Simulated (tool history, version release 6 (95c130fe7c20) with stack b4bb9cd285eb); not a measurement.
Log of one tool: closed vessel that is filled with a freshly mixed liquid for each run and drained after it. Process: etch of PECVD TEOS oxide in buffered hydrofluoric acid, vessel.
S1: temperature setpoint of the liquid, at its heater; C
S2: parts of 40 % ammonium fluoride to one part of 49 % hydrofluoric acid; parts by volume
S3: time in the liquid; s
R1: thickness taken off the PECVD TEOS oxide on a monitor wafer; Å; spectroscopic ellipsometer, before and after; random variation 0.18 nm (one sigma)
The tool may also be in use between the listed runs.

{"run": 1, "hour": 0.0, "S1": 21, "S2": 13, "S3": 35, "R1": 493.52}
{"run": 2, "hour": 1.5, "S1": 20.5, "S2": 13.5, "S3": 35, "R1": 462.87}
{"run": 3, "hour": 6.0, "S1": 20, "S2": 14, "S3": 35, "R1": 439.44}
{"run": 4, "hour": 10.7, "S1": 20, "S2": 14, "S3": 35, "R1": 435.17}
{"run": 5, "hour": 16.5, "S1": 20, "S2": 11, "S3": 35, "R1": 553.92}
{"run": 6, "hour": 17.5, "S1": 20, "S2": 11, "S3": 35, "R1": 557.32}
{"run": 7, "hour": 20.8, "S1": 19.5, "S2": 12, "S3": 35, "R1": 491.03}
{"run": 8, "hour": 27.5, "S1": 19, "S2": 12.5, "S3": 35, "R1": 458.76}
{"run": 9, "hour": 30.6, "S1": 18.5, "S2": 13, "S3": 35, "R1": 428.35}

Forecast run 10:
{"run": 10, "hour": 33.7, "S1": 18.5, "S2": 13.5, "S3": 35, "R1": "?"}

R1: 418.21 Å

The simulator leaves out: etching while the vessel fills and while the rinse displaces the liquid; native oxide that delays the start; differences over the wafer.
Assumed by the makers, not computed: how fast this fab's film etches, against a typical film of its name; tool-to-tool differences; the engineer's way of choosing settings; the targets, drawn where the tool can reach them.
